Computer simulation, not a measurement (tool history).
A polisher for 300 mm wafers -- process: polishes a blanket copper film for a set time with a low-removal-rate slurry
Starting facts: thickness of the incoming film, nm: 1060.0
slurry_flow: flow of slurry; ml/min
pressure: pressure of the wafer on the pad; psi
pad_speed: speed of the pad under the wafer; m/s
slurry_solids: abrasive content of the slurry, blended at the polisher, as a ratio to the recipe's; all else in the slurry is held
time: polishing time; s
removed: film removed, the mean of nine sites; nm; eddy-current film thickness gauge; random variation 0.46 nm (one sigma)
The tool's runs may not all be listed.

| run | day | slurry_flow | pressure | pad_speed | slurry_solids | time | removed |
|---|---|---|---|---|---|---|---|
| 1 | 0 | 165 | 2.1 | 0.98 | 1 | 46 | 81.649 |
| 2 | 0.358 | 200 | 2.1 | 0.98 | 1 | 46 | 84.88 |
| 3 | 0.717 | 195 | 1.9 | 0.94 | 1 | 46 | 74.351 |
| 4 | 1.088 | 190 | 1.7 | 0.9 | 1 | 46 | 65.492 |
| 5 | 1.125 | 185 | 1.6 | 0.86 | 1 | 46 | 56.618 |
| 6 | 1.4 | 145 | 1.6 | 0.86 | 1 | 46 | 54.408 |
| 7 | 1.558 | 140 | 1.5 | 0.86 | 1 | 46 | 52.038 |
| 8 | 1.883 | 140 | 1.4 | 0.86 | 1 | 46 | 48.835 |
| 9 | 2.217 | 135 | 1.3 | 0.86 | 1 | 46 | 43.927 |

Predict the results of run 10:
| 10 | 2.458 | 130 | 1.3 | 0.86 | 1 | 46 | ? |

{"run 10": {"removed": 43.564}}

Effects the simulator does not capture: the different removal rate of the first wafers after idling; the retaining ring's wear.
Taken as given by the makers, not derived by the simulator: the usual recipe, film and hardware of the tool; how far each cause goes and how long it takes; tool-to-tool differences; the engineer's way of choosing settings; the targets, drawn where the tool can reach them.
